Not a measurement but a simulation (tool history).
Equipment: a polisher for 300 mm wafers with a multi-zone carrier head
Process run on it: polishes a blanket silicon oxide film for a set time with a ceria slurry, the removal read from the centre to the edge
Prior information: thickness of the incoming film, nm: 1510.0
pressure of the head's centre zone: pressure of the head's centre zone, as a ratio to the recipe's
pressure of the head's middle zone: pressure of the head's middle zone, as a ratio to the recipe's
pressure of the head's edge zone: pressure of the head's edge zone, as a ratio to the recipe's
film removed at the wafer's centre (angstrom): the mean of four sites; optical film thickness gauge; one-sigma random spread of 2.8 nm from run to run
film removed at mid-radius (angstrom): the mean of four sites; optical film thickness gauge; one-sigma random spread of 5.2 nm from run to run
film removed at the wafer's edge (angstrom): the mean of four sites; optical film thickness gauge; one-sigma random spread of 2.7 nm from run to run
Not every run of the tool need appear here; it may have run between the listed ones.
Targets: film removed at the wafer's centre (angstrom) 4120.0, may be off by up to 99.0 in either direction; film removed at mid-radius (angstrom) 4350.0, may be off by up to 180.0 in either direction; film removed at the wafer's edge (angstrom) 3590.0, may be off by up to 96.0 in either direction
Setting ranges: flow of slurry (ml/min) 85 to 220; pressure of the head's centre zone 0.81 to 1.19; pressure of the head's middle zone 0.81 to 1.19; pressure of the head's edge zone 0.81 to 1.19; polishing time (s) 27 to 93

| run | hour | flow of slurry (ml/min) | pressure of the head's centre zone | pressure of the head's middle zone | pressure of the head's edge zone | polishing time (s) | film removed at the wafer's centre (angstrom) | film removed at mid-radius (angstrom) | film removed at the wafer's edge (angstrom) |
|---|---|---|---|---|---|---|---|---|---|
| 1 | 0.0 | 140 | 1.00 | 1.00 | 1.00 | 59 | 3529.5 | 3620.1 | 3675.6 |
| 2 | 8.1 | 140 | 1.06 | 1.00 | 1.00 | 59 | 3663.9 | 3574.5 | 3718.7 |
| 3 | 9.6 | 160 | 1.06 | 1.00 | 1.00 | 59 | 3756.2 | 3613.4 | 3812.3 |
| 4 | 16.4 | 160 | 1.06 | 0.97 | 1.00 | 59 | 3766.9 | 3577.3 | 3779.7 |
| 5 | 17.3 | 170 | 1.08 | 1.03 | 0.95 | 59 | 3903.3 | 3797.5 | 3680.4 |
| 6 | 22.3 | 190 | 1.08 | 1.03 | 0.95 | 59 | 3971.9 | 3886.6 | 3761.8 |
| 7 | 29.4 | 195 | 1.08 | 1.06 | 0.93 | 59 | 4068.3 | 4019.1 | 3737.5 |
| 8 | 30.5 | 195 | 1.08 | 1.08 | 0.92 | 59 | 3965.6 | 4105.2 | 3689.9 |
| 9 | 37.4 | 200 | 1.09 | 1.09 | 0.90 | 59 | 4030.7 | 4096.4 | 3684.2 |

Below are 4 possible settings for the next run. Only one of them brings all results inside the allowed miss of their targets. Which is it?
| A | 44.3 | 180 | 1.13 | 1.07 | 1.00 | 57 | ? | ? | ? |
| B | 44.3 | 185 | 1.06 | 1.04 | 0.92 | 59 | ? | ? | ? |
| C | 44.3 | 220 | 1.08 | 1.13 | 0.83 | 59 | ? | ? | ? |
| D | 44.3 | 215 | 1.08 | 1.07 | 0.86 | 57 | ? | ? | ? |

| move | film removed at the wafer's centre (angstrom) | film removed at mid-radius (angstrom) | film removed at the wafer's edge (angstrom) |
|---|---|---|---|
| A | 3966.7 | 3822.0 | 3692.3 |
| B | 3908.1 | 3880.7 | 3687.8 |
| C | 4088.7 | 4275.1 | 3583.8 |
| D | 3934.6 | 3929.1 | 3512.0 |
A: further off than the last run
B: further off than the last run
C: in spec on every target
D: further off than the last run
Move C is the one to make.
